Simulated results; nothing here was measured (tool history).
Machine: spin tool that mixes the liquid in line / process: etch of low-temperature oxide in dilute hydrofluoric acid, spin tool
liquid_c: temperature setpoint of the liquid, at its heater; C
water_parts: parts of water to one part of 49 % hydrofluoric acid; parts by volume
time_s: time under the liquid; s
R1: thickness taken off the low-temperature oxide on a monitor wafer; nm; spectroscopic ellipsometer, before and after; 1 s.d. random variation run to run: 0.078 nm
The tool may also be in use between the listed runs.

Run 1, hour 0: liquid_c 22 C, water_parts 95 parts by volume, time_s 100 s. Result: R1 26.808 nm.
Run 2, hour 5.3: liquid_c 22 C, water_parts 95 parts by volume, time_s 100 s. Result: R1 26.878 nm.
Run 3, hour 7.1: liquid_c 21 C, water_parts 100 parts by volume, time_s 100 s. Result: R1 24.306 nm.
Run 4, hour 14.1: liquid_c 21 C, water_parts 115 parts by volume, time_s 100 s. Result: R1 20.771 nm.
Run 5, hour 18: liquid_c 21 C, water_parts 115 parts by volume, time_s 100 s. Result: R1 20.781 nm.
Run 6, hour 20.1: liquid_c 21 C, water_parts 115 parts by volume, time_s 100 s. Result: R1 20.76 nm.

Run 7 has not been measured yet. What should we expect?
Run 7, hour 23: liquid_c 20.5 C, water_parts 115 parts by volume, time_s 100 s. Result: R1 ?.

{"run 7": {"R1": 20.278}}

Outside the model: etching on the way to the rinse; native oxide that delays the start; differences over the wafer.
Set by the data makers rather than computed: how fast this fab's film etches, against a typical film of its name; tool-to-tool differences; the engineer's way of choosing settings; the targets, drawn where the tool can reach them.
